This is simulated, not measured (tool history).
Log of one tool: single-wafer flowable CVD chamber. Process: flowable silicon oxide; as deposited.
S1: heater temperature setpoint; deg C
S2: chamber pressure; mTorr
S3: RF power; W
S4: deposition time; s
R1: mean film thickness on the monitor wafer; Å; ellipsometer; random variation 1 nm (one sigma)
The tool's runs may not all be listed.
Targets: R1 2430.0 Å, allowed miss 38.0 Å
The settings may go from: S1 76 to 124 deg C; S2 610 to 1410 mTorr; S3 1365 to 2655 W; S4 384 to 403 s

run 1 hour=0.0 | S1=100 S2=1010 S3=2010 S4=403 | R1=3212.1
run 2 hour=6.9 | S1=103 S2=1010 S3=2010 S4=403 | R1=2898.9
run 3 hour=12.0 | S1=99 S2=1010 S3=2010 S4=403 | R1=3268.7
run 4 hour=17.8 | S1=102 S2=1010 S3=2010 S4=403 | R1=2978.1
run 5 hour=19.0 | S1=104 S2=1010 S3=2010 S4=403 | R1=2815.8
run 6 hour=24.2 | S1=104 S2=1010 S3=2145 S4=403 | R1=2851.0
run 7 hour=29.9 | S1=106 S2=1010 S3=2145 S4=403 | R1=2700.4
run 8 hour=36.4 | S1=107 S2=1010 S3=2145 S4=403 | R1=2604.6
run 9 hour=41.3 | S1=108 S2=1010 S3=2145 S4=403 | R1=2519.2

Which of these 4 next moves meets every target?
run A hour=46.2 | S1=109 S2=1040 S3=2055 S4=387 | R1=?
run B hour=46.2 | S1=111 S2=1030 S3=2090 S4=403 | R1=?
run C hour=46.2 | S1=112 S2=1040 S3=2135 S4=403 | R1=?
run D hour=46.2 | S1=106 S2=1070 S3=2010 S4=384 | R1=?

move=A R1=2408.2
move=B R1=2353.8
move=C R1=2317.3
move=D R1=2662.2
A: meets every target
B: takes the result that was furthest off past its target
C: takes the result that was furthest off past its target
D: further off than the last run
Move A is the one to make.

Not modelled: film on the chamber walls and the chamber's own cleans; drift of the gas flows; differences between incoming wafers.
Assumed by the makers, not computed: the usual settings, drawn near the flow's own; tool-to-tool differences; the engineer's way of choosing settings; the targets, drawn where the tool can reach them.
